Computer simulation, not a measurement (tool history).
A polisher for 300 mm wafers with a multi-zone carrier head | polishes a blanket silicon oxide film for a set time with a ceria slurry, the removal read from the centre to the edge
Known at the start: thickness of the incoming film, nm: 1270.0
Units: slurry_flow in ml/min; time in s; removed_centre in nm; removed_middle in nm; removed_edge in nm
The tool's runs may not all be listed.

| run | day | slurry_flow | centre_zone | middle_zone | edge_zone | time | removed_centre | removed_middle | removed_edge |
|---|---|---|---|---|---|---|---|---|---|
| 1 | 0.000 | 220 | 1.00 | 1.00 | 1.00 | 88 | 375.98 | 383.93 | 367.95 |
| 2 | 0.329 | 220 | 1.00 | 1.03 | 1.00 | 88 | 373.77 | 404.10 | 381.40 |
| 3 | 0.425 | 220 | 1.04 | 1.03 | 1.00 | 88 | 391.26 | 395.48 | 381.03 |
| 4 | 0.538 | 220 | 1.04 | 1.03 | 1.03 | 88 | 394.76 | 397.21 | 378.15 |
| 5 | 0.808 | 220 | 1.04 | 1.10 | 1.03 | 88 | 392.52 | 421.93 | 394.61 |
| 6 | 1.142 | 220 | 1.10 | 1.10 | 1.03 | 88 | 412.34 | 415.32 | 382.05 |
| 7 | 1.179 | 205 | 1.05 | 1.04 | 1.04 | 78 | 345.39 | 348.03 | 337.58 |

The next listed run, before its measurement:
| 8 | 1.258 | 195 | 1.01 | 1.00 | 1.05 | 71 | ? | ? | ? |

Run 8 gave removed_centre 297.14 nm, removed_middle 306.18 nm, removed_edge 309.40 nm.
